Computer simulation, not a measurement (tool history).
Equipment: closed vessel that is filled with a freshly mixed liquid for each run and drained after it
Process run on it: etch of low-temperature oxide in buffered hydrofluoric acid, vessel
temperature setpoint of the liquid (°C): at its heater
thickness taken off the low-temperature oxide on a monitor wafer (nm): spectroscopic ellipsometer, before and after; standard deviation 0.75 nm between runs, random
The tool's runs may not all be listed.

run,day,temperature setpoint of the liquid (°C),parts of 40 % ammonium fluoride to one part of 49 % hydrofluoric acid (parts by volume),time in the liquid (s),thickness taken off the low-temperature oxide on a monitor wafer (nm)
1,0,23,9,100,218.49
2,0.296,21,9,100,196.63
3,0.425,21,8,100,224.02
4,0.779,20.5,8.5,100,203.7
5,1.146,20.5,8.5,105,214.45
6,1.262,20.5,10,105,186.37
7,1.438,20,10,105,182.07

Run 8 has not been measured yet. What should we expect?
8,1.512,19.5,10,105,?

{"run 8": {"thickness taken off the low-temperature oxide on a monitor wafer (nm)": 177.87}}

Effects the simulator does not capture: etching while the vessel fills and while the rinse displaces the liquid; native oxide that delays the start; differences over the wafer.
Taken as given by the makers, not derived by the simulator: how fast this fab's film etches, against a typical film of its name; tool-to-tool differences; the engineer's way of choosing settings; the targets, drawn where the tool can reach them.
